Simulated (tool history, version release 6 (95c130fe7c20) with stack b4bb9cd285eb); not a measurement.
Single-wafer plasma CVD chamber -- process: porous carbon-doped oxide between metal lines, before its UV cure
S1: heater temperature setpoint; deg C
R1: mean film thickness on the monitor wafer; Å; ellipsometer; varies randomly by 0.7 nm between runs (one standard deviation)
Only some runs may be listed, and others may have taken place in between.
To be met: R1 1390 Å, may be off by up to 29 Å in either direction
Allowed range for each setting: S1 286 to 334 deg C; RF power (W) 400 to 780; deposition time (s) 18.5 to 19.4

Run 1, hour 0: S1 310 deg C, RF power (W) 590, deposition time (s) 19.4. Result: R1 1119.8 Å.
Run 2, hour 4.5: S1 303 deg C, RF power (W) 625, deposition time (s) 19.4. Result: R1 1203.2 Å.
Run 3, hour 11.3: S1 303 deg C, RF power (W) 565, deposition time (s) 19.4. Result: R1 1131.3 Å.
Run 4, hour 18.5: S1 303 deg C, RF power (W) 565, deposition time (s) 19.4. Result: R1 1126.2 Å.
Run 5, hour 21.7: S1 298 deg C, RF power (W) 605, deposition time (s) 19.4. Result: R1 1198.4 Å.
Run 6, hour 30.1: S1 309 deg C, RF power (W) 605, deposition time (s) 19.4. Result: R1 1144.5 Å.
Run 7, hour 36: S1 297 deg C, RF power (W) 700, deposition time (s) 19.4. Result: R1 1314 Å.
Run 8, hour 39.7: S1 297 deg C, RF power (W) 700, deposition time (s) 19.4. Result: R1 1303 Å.
Run 9, hour 45.7: S1 294 deg C, RF power (W) 715, deposition time (s) 19.4. Result: R1 1343.7 Å.

4 next moves are on the table. One of them brings every result within its allowed miss. Which?
Run A, hour 51.7: S1 302 deg C, RF power (W) 760, deposition time (s) 18.5. Result: R1 ?.
Run B, hour 51.7: S1 300 deg C, RF power (W) 695, deposition time (s) 19.4. Result: R1 ?.
Run C, hour 51.7: S1 290 deg C, RF power (W) 735, deposition time (s) 18.5. Result: R1 ?.
Run D, hour 51.7: S1 293 deg C, RF power (W) 745, deposition time (s) 19.4. Result: R1 ?.

move      R1
   A  1272.6
   B  1279.4
   C  1329.9
   D  1380.6
A: its largest miss is bigger than the last run's
B: its largest miss is bigger than the last run's
C: its largest miss is bigger than the last run's
D: meets every target
The move that meets every target is D.
